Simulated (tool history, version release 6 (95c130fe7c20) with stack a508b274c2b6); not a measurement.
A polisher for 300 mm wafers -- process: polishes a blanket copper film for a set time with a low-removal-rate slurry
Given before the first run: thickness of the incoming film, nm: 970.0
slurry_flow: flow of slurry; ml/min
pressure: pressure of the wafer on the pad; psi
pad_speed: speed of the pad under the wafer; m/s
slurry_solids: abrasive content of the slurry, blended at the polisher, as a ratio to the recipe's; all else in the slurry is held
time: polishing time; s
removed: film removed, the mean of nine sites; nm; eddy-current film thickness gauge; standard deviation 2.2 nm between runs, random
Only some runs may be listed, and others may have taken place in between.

{"run": 1, "day": 0.0, "slurry_flow": 230, "pressure": 3, "pad_speed": 1.42, "slurry_solids": 1, "time": 47, "removed": 196.52}
{"run": 2, "day": 0.029, "slurry_flow": 230, "pressure": 3, "pad_speed": 1.3, "slurry_solids": 1, "time": 47, "removed": 180.66}
{"run": 3, "day": 0.188, "slurry_flow": 235, "pressure": 3.4, "pad_speed": 1.3, "slurry_solids": 1, "time": 47, "removed": 206.7}
{"run": 4, "day": 0.283, "slurry_flow": 240, "pressure": 3.7, "pad_speed": 1.3, "slurry_solids": 1, "time": 47, "removed": 226.1}
{"run": 5, "day": 0.35, "slurry_flow": 240, "pressure": 3.7, "pad_speed": 1.3, "slurry_solids": 1, "time": 49, "removed": 229.99}
{"run": 6, "day": 0.558, "slurry_flow": 240, "pressure": 3.9, "pad_speed": 1.3, "slurry_solids": 1, "time": 49, "removed": 246.74}
{"run": 7, "day": 0.688, "slurry_flow": 245, "pressure": 4, "pad_speed": 1.3, "slurry_solids": 1, "time": 49, "removed": 257.17}

Run 8, settings as shown, results not yet in. Your forecast:
{"run": 8, "day": 0.838, "slurry_flow": 250, "pressure": 4, "pad_speed": 1.3, "slurry_solids": 1, "time": 49, "removed": "?"}

removed: 255.22 nm

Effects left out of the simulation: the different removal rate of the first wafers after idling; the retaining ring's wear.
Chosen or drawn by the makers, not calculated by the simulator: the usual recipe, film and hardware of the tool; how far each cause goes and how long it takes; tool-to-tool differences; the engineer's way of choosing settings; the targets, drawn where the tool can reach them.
